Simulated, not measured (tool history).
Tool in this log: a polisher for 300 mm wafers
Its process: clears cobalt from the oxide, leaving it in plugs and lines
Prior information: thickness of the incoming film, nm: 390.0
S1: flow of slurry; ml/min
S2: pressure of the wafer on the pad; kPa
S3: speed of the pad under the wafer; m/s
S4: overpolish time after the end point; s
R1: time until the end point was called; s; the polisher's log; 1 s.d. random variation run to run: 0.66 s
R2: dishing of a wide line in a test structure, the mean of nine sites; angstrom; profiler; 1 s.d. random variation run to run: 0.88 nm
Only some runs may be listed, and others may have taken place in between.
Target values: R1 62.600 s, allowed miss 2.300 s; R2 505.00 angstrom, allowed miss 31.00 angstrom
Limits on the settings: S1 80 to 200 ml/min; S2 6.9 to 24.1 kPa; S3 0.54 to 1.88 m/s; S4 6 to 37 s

| run | hour | S1 | S2 | S3 | S4 | R1 | R2 |
|---|---|---|---|---|---|---|---|
| 1 | 0.0 | 130 | 15.2 | 1.20 | 19 | 51.822 | 506.06 |
| 2 | 4.9 | 110 | 15.2 | 1.20 | 19 | 54.055 | 486.71 |
| 3 | 12.0 | 110 | 17.2 | 1.20 | 19 | 49.627 | 512.82 |
| 4 | 17.4 | 110 | 17.2 | 1.38 | 19 | 42.920 | 525.77 |
| 5 | 19.8 | 110 | 16.5 | 1.38 | 20 | 44.574 | 534.86 |
| 6 | 26.0 | 130 | 16.5 | 1.38 | 20 | 42.696 | 514.52 |
| 7 | 27.3 | 125 | 15.9 | 1.38 | 20 | 44.994 | 529.81 |
| 8 | 30.9 | 125 | 15.9 | 1.38 | 20 | 44.556 | 517.79 |
| 9 | 38.8 | 120 | 15.2 | 1.38 | 21 | 46.332 | 533.27 |
| 10 | 40.9 | 120 | 14.5 | 1.38 | 21 | 48.415 | 503.84 |

Below are 5 possible settings for the next run. Only one of them brings all results inside the allowed miss of their targets. Which is it?
| A | 43.0 | 115 | 13.1 | 0.98 | 31 | ? | ? |
| B | 43.0 | 110 | 11.0 | 1.14 | 23 | ? | ? |
| C | 43.0 | 95 | 15.9 | 1.20 | 28 | ? | ? |
| D | 43.0 | 120 | 13.1 | 1.12 | 27 | ? | ? |
| E | 43.0 | 110 | 11.7 | 1.42 | 31 | ? | ? |

| move | R1 | R2 |
|---|---|---|
| A | 73.434 | 518.45 |
| B | 71.520 | 493.96 |
| C | 55.638 | 525.93 |
| D | 63.940 | 517.60 |
| E | 55.633 | 529.84 |
A: the result that was furthest off in the last run now lies on the other side of its target
B: the result that was furthest off in the last run now lies on the other side of its target
C: nearer the targets than the last run, but a result is still out of spec
D: every result lands within tolerance
E: nearer the targets than the last run, but a result is still out of spec
The right move is D.
